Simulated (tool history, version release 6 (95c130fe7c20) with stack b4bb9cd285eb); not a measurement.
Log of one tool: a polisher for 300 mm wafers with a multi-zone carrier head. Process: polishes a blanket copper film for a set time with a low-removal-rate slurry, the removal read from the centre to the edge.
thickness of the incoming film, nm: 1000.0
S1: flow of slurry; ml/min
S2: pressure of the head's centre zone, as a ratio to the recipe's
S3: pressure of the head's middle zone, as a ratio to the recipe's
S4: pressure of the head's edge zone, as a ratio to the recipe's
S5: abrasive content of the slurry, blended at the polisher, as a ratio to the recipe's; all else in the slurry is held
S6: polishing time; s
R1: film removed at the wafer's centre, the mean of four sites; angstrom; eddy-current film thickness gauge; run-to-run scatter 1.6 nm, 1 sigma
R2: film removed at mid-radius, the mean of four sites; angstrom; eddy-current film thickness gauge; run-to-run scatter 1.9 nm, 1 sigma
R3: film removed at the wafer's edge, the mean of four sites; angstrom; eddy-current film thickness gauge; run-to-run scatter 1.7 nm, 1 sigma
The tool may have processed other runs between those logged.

run 1 hour=0.0 | S1=180 S2=1.00 S3=1.00 S4=1.00 S5=1.0 S6=79 | R1=1929.6 R2=1897.0 R3=1890.5
run 2 hour=8.0 | S1=155 S2=1.00 S3=1.00 S4=1.00 S5=1.0 S6=79 | R1=1870.1 R2=1841.7 R3=1851.8
run 3 hour=13.5 | S1=155 S2=0.93 S3=1.00 S4=1.00 S5=1.0 S6=79 | R1=1707.3 R2=1815.3 R3=1853.5
run 4 hour=21.2 | S1=155 S2=0.93 S3=1.00 S4=1.00 S5=1.0 S6=93 | R1=2046.7 R2=2191.6 R3=2171.0
run 5 hour=23.4 | S1=155 S2=0.93 S3=1.00 S4=1.00 S5=1.0 S6=85 | R1=1860.3 R2=1978.2 R3=2010.7
run 6 hour=25.5 | S1=155 S2=0.93 S3=1.00 S4=1.00 S5=1.1 S6=85 | R1=1909.3 R2=2038.6 R3=2051.1
run 7 hour=27.1 | S1=180 S2=0.97 S3=0.97 S4=0.98 S5=1.1 S6=85 | R1=2066.5 R2=2004.6 R3=2089.5

For run 8, what comes out?
run 8 hour=34.7 | S1=230 S2=1.07 S3=0.98 S4=0.88 S5=1.0 S6=85 | R1=? R2=? R3=?

R1: 2312.8 angstrom
R2: 2109.4 angstrom
R3: 1989.7 angstrom

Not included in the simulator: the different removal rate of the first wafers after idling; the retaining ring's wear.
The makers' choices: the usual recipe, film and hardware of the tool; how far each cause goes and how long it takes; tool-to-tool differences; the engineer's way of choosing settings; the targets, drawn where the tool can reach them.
